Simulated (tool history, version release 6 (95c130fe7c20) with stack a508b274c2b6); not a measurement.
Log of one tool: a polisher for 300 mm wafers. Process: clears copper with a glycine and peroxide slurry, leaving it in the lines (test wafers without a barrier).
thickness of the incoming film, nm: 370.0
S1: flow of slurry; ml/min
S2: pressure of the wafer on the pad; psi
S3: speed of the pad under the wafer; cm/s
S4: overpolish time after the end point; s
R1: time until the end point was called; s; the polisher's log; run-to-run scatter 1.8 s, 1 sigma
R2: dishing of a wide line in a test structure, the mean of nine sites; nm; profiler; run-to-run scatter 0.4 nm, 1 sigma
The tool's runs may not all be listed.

Run 1, day 0: S1 170 ml/min, S2 2.1 psi, S3 90 cm/s, S4 23 s. Result: R1 84.372 s, R2 57.456 nm.
Run 2, day 0.242: S1 195 ml/min, S2 2.1 psi, S3 90 cm/s, S4 23 s. Result: R1 86.417 s, R2 56.888 nm.
Run 3, day 0.608: S1 195 ml/min, S2 2 psi, S3 90 cm/s, S4 21 s. Result: R1 83.298 s, R2 52.327 nm.
Run 4, day 0.7: S1 195 ml/min, S2 1.9 psi, S3 88 cm/s, S4 21 s. Result: R1 88.591 s, R2 51.588 nm.
Run 5, day 0.938: S1 170 ml/min, S2 1.9 psi, S3 88 cm/s, S4 21 s. Result: R1 89.539 s, R2 50.213 nm.
Run 6, day 1.225: S1 170 ml/min, S2 1.8 psi, S3 88 cm/s, S4 21 s. Result: R1 89.806 s, R2 50.103 nm.
Run 7, day 1.588: S1 170 ml/min, S2 1.7 psi, S3 86 cm/s, S4 20 s. Result: R1 96.01 s, R2 47.387 nm.
Run 8, day 1.754: S1 170 ml/min, S2 1.6 psi, S3 86 cm/s, S4 19 s. Result: R1 93.982 s, R2 44.609 nm.
Run 9, day 1.846: S1 170 ml/min, S2 1.5 psi, S3 84 cm/s, S4 19 s. Result: R1 102.91 s, R2 43.582 nm.
Run 10, day 2.1: S1 170 ml/min, S2 1.4 psi, S3 84 cm/s, S4 19 s. Result: R1 101.21 s, R2 43.053 nm.

What will run 11 give?
Run 11, day 2.317: S1 170 ml/min, S2 1 psi, S3 82 cm/s, S4 17 s. Result: R1 ?, R2 ?.

{"run 11": {"R1": 115.83, "R2": 35.914}}

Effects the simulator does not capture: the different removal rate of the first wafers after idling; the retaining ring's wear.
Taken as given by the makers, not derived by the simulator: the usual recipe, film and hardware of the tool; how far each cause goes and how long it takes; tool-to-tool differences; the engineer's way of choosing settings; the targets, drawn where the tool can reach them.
